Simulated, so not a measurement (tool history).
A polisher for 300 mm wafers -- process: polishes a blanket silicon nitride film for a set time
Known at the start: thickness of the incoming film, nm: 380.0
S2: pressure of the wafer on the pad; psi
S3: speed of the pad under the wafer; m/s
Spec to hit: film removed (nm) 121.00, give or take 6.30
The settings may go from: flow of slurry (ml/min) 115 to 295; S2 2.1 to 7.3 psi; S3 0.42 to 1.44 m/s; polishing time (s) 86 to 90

run 1 hour=0.0 | flow_of_slurry_(ml/min)=190 S2=4.7 S3=0.92 polishing_time_(s)=86 | film_removed_(nm)=170.31
run 2 hour=3.0 | flow_of_slurry_(ml/min)=190 S2=4.2 S3=0.90 polishing_time_(s)=86 | film_removed_(nm)=153.61
run 3 hour=7.0 | flow_of_slurry_(ml/min)=215 S2=4.2 S3=0.90 polishing_time_(s)=86 | film_removed_(nm)=158.38
run 4 hour=8.2 | flow_of_slurry_(ml/min)=210 S2=3.8 S3=0.88 polishing_time_(s)=86 | film_removed_(nm)=139.43
run 5 hour=15.2 | flow_of_slurry_(ml/min)=210 S2=3.8 S3=1.08 polishing_time_(s)=86 | film_removed_(nm)=162.89
run 6 hour=20.3 | flow_of_slurry_(ml/min)=185 S2=3.8 S3=1.08 polishing_time_(s)=86 | film_removed_(nm)=156.28
run 7 hour=27.7 | flow_of_slurry_(ml/min)=180 S2=3.5 S3=1.08 polishing_time_(s)=86 | film_removed_(nm)=146.69
run 8 hour=32.1 | flow_of_slurry_(ml/min)=175 S2=3.2 S3=1.08 polishing_time_(s)=86 | film_removed_(nm)=136.88
run 9 hour=40.5 | flow_of_slurry_(ml/min)=170 S2=3.0 S3=1.08 polishing_time_(s)=86 | film_removed_(nm)=128.55

Pick the move, out of 4, that brings all results within their allowed miss; only one does.
run A hour=48.9 | flow_of_slurry_(ml/min)=180 S2=2.2 S3=1.10 polishing_time_(s)=86 | film_removed_(nm)=?
run B hour=48.9 | flow_of_slurry_(ml/min)=220 S2=4.0 S3=0.66 polishing_time_(s)=86 | film_removed_(nm)=?
run C hour=48.9 | flow_of_slurry_(ml/min)=170 S2=3.0 S3=1.16 polishing_time_(s)=88 | film_removed_(nm)=?
run D hour=48.9 | flow_of_slurry_(ml/min)=135 S2=3.4 S3=1.10 polishing_time_(s)=88 | film_removed_(nm)=?

move=A film_removed_(nm)=105.68
move=B film_removed_(nm)=123.19
move=C film_removed_(nm)=138.94
move=D film_removed_(nm)=141.01
A: takes the biggest miss from the last run beyond its target
B: in spec on every target
C: lands further from the targets than the last run did
D: lands further from the targets than the last run did
So the answer is move B, the one that meets all the targets.

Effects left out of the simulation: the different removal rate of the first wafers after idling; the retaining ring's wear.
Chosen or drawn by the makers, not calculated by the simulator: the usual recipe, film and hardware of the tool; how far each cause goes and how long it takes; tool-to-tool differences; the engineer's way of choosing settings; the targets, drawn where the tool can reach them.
